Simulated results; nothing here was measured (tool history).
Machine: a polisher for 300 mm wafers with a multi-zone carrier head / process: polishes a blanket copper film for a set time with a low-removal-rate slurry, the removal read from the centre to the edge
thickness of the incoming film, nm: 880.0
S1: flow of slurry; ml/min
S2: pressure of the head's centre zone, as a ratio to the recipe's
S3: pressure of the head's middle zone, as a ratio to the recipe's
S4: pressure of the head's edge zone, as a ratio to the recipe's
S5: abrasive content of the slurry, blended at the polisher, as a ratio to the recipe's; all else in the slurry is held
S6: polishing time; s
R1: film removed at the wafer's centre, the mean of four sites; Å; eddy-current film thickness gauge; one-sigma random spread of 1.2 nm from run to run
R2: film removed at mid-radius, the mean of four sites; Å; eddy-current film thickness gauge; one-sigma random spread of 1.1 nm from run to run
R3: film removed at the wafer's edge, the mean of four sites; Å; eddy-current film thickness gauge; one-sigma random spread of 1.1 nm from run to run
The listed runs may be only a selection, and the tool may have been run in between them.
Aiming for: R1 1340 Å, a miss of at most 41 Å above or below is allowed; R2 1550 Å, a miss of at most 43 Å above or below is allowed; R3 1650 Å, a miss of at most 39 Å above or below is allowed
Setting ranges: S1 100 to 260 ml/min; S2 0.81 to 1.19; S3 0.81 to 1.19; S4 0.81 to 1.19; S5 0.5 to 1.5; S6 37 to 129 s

run 1 hour=0 | S1=165 S2=1 S3=1 S4=1 S5=1 S6=83 | R1=1878.3 R2=1873.1 R3=1956.1
run 2 hour=7.8 | S1=155 S2=0.97 S3=0.99 S4=0.98 S5=0.95 S6=83 | R1=1767.4 R2=1849.9 R3=1879.3
run 3 hour=13.4 | S1=155 S2=0.97 S3=1.04 S4=0.98 S5=0.95 S6=83 | R1=1785 R2=1878.7 R3=1865.9
run 4 hour=20.1 | S1=155 S2=0.97 S3=1.04 S4=0.98 S5=0.95 S6=95 | R1=2033.3 R2=2144.8 R3=2174.3
run 5 hour=26.6 | S1=145 S2=0.95 S3=1.01 S4=0.98 S5=0.85 S6=93 | R1=1873.7 R2=2006.6 R3=2008.5
run 6 hour=35.7 | S1=140 S2=0.93 S3=0.98 S4=0.99 S5=0.8 S6=92 | R1=1771.5 R2=1899.3 R3=1985.4
run 7 hour=41.8 | S1=135 S2=0.91 S3=0.96 S4=0.98 S5=0.75 S6=92 | R1=1704 R2=1810.8 R3=1944.9
run 8 hour=45.3 | S1=130 S2=0.89 S3=0.96 S4=0.97 S5=0.7 S6=91 | R1=1611.5 R2=1744.7 R3=1864.4
run 9 hour=47.7 | S1=125 S2=0.88 S3=0.96 S4=0.96 S5=0.65 S6=91 | R1=1557.5 R2=1729 R3=1800.3
run 10 hour=50.1 | S1=100 S2=0.81 S3=0.88 S4=0.94 S5=0.5 S6=90 | R1=1255.5 R2=1421.1 R3=1584.9
run 11 hour=52.3 | S1=105 S2=0.81 S3=0.89 S4=0.94 S5=0.5 S6=90 | R1=1251.6 R2=1455.9 R3=1624.5
run 12 hour=60.6 | S1=110 S2=0.81 S3=0.89 S4=0.93 S5=0.5 S6=90 | R1=1282.5 R2=1486.6 R3=1630
run 13 hour=65.1 | S1=115 S2=0.81 S3=0.89 S4=0.93 S5=0.5 S6=90 | R1=1281.6 R2=1483.2 R3=1670.9

5 candidate next runs follow, results not yet known. Just one meets every target within its allowed miss. Identify it.
run A hour=69.6 | S1=100 S2=0.93 S3=0.89 S4=0.9 S5=0.5 S6=91 | R1=? R2=? R3=?
run B hour=69.6 | S1=100 S2=0.87 S3=0.87 S4=1.01 S5=0.6 S6=86 | R1=? R2=? R3=?
run C hour=69.6 | S1=100 S2=0.84 S3=1.03 S4=0.92 S5=0.55 S6=92 | R1=? R2=? R3=?
run D hour=69.6 | S1=145 S2=0.81 S3=0.9 S4=1.03 S5=0.5 S6=87 | R1=? R2=? R3=?
run E hour=69.6 | S1=100 S2=0.87 S3=0.98 S4=0.98 S5=0.65 S6=86 | R1=? R2=? R3=?

move=A R1=1427 R2=1455.1 R3=1569
move=B R1=1311.2 R2=1409.5 R3=1628.7
move=C R1=1329.9 R2=1655.7 R3=1633.1
move=D R1=1328.1 R2=1547.1 R3=1711.9
move=E R1=1335 R2=1551.2 R3=1631.4
A: misses by more than the last run did
B: misses by more than the last run did
C: carries the result that was furthest off beyond its target, to the other side
D: gets the furthest-off result to its target, but another result is out of tolerance
E: hits every target within its allowed miss
Move E is the one to make.

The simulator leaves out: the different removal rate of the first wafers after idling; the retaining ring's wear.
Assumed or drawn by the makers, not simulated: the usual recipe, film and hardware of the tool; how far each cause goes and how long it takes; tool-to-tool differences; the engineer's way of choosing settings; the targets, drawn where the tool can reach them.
